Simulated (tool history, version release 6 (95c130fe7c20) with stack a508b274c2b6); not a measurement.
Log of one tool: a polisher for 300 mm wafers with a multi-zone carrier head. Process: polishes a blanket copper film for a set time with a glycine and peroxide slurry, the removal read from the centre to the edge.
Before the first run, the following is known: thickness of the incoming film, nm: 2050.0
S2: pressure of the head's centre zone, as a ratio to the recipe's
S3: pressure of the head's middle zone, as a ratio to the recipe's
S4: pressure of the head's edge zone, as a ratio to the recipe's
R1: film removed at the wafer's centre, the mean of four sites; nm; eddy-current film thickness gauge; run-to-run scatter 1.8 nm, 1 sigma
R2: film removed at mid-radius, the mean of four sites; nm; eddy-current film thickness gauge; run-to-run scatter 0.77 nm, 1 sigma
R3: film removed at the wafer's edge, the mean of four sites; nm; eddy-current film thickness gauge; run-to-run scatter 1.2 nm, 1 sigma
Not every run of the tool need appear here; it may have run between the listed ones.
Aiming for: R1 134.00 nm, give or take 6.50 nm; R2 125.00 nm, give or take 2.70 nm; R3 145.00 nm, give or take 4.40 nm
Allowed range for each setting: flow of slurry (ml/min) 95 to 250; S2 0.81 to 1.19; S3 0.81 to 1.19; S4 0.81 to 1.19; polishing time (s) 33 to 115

run 1 day=0.000 | flow_of_slurry_(ml/min)=160 S2=1.00 S3=1.00 S4=1.00 polishing_time_(s)=73 | R1=261.21 R2=253.22 R3=259.88
run 2 day=0.325 | flow_of_slurry_(ml/min)=160 S2=0.94 S3=1.00 S4=1.00 polishing_time_(s)=73 | R1=248.54 R2=255.78 R3=261.90
run 3 day=0.383 | flow_of_slurry_(ml/min)=160 S2=0.94 S3=1.00 S4=1.00 polishing_time_(s)=67 | R1=225.59 R2=237.99 R3=239.22
run 4 day=0.442 | flow_of_slurry_(ml/min)=185 S2=0.94 S3=1.00 S4=1.00 polishing_time_(s)=67 | R1=232.34 R2=243.98 R3=244.49
run 5 day=0.483 | flow_of_slurry_(ml/min)=185 S2=0.94 S3=1.00 S4=0.95 polishing_time_(s)=67 | R1=237.48 R2=242.23 R3=237.53
run 6 day=0.754 | flow_of_slurry_(ml/min)=185 S2=0.94 S3=1.00 S4=1.02 polishing_time_(s)=67 | R1=237.22 R2=238.65 R3=245.99
run 7 day=1.046 | flow_of_slurry_(ml/min)=170 S2=0.94 S3=0.94 S4=1.01 polishing_time_(s)=56 | R1=191.96 R2=190.14 R3=204.43
run 8 day=1.408 | flow_of_slurry_(ml/min)=125 S2=0.96 S3=0.84 S4=0.93 polishing_time_(s)=36 | R1=117.70 R2=103.30 R3=118.64
run 9 day=1.762 | flow_of_slurry_(ml/min)=150 S2=0.94 S3=0.84 S4=0.95 polishing_time_(s)=36 | R1=118.91 R2=107.54 R3=123.81
run 10 day=2.004 | flow_of_slurry_(ml/min)=195 S2=0.94 S3=0.87 S4=1.05 polishing_time_(s)=37 | R1=130.94 R2=120.50 R3=138.50
run 11 day=2.375 | flow_of_slurry_(ml/min)=200 S2=0.94 S3=0.87 S4=1.07 polishing_time_(s)=37 | R1=132.00 R2=119.33 R3=138.31
run 12 day=2.721 | flow_of_slurry_(ml/min)=205 S2=0.93 S3=0.87 S4=1.08 polishing_time_(s)=37 | R1=130.06 R2=121.27 R3=140.98
run 13 day=2.988 | flow_of_slurry_(ml/min)=210 S2=0.93 S3=0.87 S4=1.09 polishing_time_(s)=37 | R1=131.82 R2=119.93 R3=140.24

Which of these 4 next moves meets every target?
run A day=3.254 | flow_of_slurry_(ml/min)=190 S2=0.91 S3=0.82 S4=1.17 polishing_time_(s)=37 | R1=? R2=? R3=?
run B day=3.254 | flow_of_slurry_(ml/min)=195 S2=0.98 S3=0.90 S4=1.08 polishing_time_(s)=35 | R1=? R2=? R3=?
run C day=3.254 | flow_of_slurry_(ml/min)=210 S2=0.99 S3=0.89 S4=1.09 polishing_time_(s)=36 | R1=? R2=? R3=?
run D day=3.254 | flow_of_slurry_(ml/min)=215 S2=0.88 S3=0.85 S4=1.03 polishing_time_(s)=39 | R1=? R2=? R3=?

move=A R1=131.79 R2=114.65 R3=141.95
move=B R1=131.55 R2=117.56 R3=130.08
move=C R1=137.93 R2=121.15 R3=135.44
move=D R1=138.84 R2=126.84 R3=143.82
A: misses by more than the last run did
B: misses by more than the last run did
C: misses by more than the last run did
D: in spec on every target
The right move is D.
